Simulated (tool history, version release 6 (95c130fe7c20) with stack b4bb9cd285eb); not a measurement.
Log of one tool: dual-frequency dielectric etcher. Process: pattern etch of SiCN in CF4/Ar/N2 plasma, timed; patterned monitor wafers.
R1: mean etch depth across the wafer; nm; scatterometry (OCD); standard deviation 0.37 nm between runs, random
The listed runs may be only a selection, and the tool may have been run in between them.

Run 1, hour 0: source power (W) 360, bias power (W) 65, Ar flow (sccm) 93, CF4 flow (sccm) 68, etch time (s) 155.5. Result: R1 105.18 nm.
Run 2, hour 1.4: source power (W) 360, bias power (W) 65, Ar flow (sccm) 84, CF4 flow (sccm) 68, etch time (s) 155.5. Result: R1 106.48 nm.
Run 3, hour 4.3: source power (W) 360, bias power (W) 65, Ar flow (sccm) 84, CF4 flow (sccm) 62, etch time (s) 155.5. Result: R1 104.97 nm.
Run 4, hour 11.3: source power (W) 360, bias power (W) 65, Ar flow (sccm) 84, CF4 flow (sccm) 62, etch time (s) 162.5. Result: R1 109.45 nm.
Run 5, hour 18.6: source power (W) 310, bias power (W) 65, Ar flow (sccm) 84, CF4 flow (sccm) 62, etch time (s) 162.5. Result: R1 93.414 nm.
Run 6, hour 24.8: source power (W) 310, bias power (W) 65, Ar flow (sccm) 84, CF4 flow (sccm) 62, etch time (s) 162.5. Result: R1 93.436 nm.
Run 7, hour 26.9: source power (W) 330, bias power (W) 65, Ar flow (sccm) 84, CF4 flow (sccm) 62, etch time (s) 162.5. Result: R1 99.798 nm.

For run 8, what comes out?
Run 8, hour 32.5: source power (W) 340, bias power (W) 65, Ar flow (sccm) 84, CF4 flow (sccm) 62, etch time (s) 162.5. Result: R1 ?.

{"run 8": {"R1": 103.18}}
